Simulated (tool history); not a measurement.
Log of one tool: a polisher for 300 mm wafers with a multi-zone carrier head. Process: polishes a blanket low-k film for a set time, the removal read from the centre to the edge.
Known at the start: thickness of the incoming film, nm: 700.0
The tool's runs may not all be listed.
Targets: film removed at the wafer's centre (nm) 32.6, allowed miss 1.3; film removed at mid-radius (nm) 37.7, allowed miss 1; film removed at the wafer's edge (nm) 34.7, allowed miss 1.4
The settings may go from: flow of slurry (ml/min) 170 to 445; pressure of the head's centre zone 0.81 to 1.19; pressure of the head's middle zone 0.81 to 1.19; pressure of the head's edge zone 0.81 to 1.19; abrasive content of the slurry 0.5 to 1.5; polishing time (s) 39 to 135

run,day,flow of slurry (ml/min),pressure of the head's centre zone,pressure of the head's middle zone,pressure of the head's edge zone,abrasive content of the slurry,polishing time (s),film removed at the wafer's centre (nm),film removed at mid-radius (nm),film removed at the wafer's edge (nm)
1,0,285,1,1,1,1,87,55.161,55.851,56.332
2,0.129,285,1,1,1,1,105,67.205,67.717,69.286
3,0.496,285,1,1,1,1,97,62.833,62.16,62.447
4,0.708,285,0.98,1,0.98,0.9,93,54.623,55.656,56.563
5,0.808,285,0.97,1.01,0.96,0.85,90,49.538,52.098,50.709
6,0.904,285,0.95,1,0.94,0.8,90,45.373,48.336,48.184
7,0.946,320,0.93,1.09,0.84,0.55,79,25.928,28.764,26.277
8,1.058,320,0.93,1.09,0.84,0.55,79,25.275,29.011,25.556
9,1.362,320,0.94,1.1,0.87,0.55,79,26.077,29.367,26.255
10,1.596,320,0.94,1.11,0.91,0.55,79,26.411,29.332,26.833
11,1.825,310,0.94,1.1,0.91,0.6,79,29.757,33.412,29.749
12,1.975,310,0.94,1.1,0.91,0.6,79,29.995,33.119,29.534
13,2.304,310,0.94,1.1,0.91,0.6,79,29.344,32.991,30.128
14,2.383,295,0.94,1.1,0.91,0.6,79,29.516,32.714,29.972
15,2.717,290,0.93,1.11,0.92,0.6,79,28.419,32.984,30.601
16,2.858,290,0.94,1.12,0.94,0.6,79,29.607,33.242,30.109
17,2.979,285,0.94,1.12,0.95,0.6,79,29.556,33.597,30.589
18,3.238,280,0.94,1.12,0.96,0.6,79,29.483,33.481,30.286
19,3.6,280,0.94,1.12,0.98,0.6,79,29.67,33.315,30.789

Which of these 5 next moves meets every target?
A,3.962,265,1.05,0.94,1.11,0.55,89,?,?,?
B,3.962,300,0.97,1.19,0.86,0.8,51,?,?,?
C,3.962,170,1.11,0.86,1.09,0.6,91,?,?,?
D,3.962,290,0.92,1.12,0.98,0.65,80,?,?,?
E,3.962,210,0.83,0.94,1.05,0.55,111,?,?,?

move,film removed at the wafer's centre (nm),film removed at mid-radius (nm),film removed at the wafer's edge (nm)
A,31.41,28.631,31.56
B,26.924,30.799,26.482
C,35.634,29.444,34.778
D,32.211,37.129,34.747
E,30.495,34.592,37.652
A: further off than the last run
B: further off than the last run
C: further off than the last run
D: meets every target
E: nearer than the last run, and not there yet
Move D is the one to make.
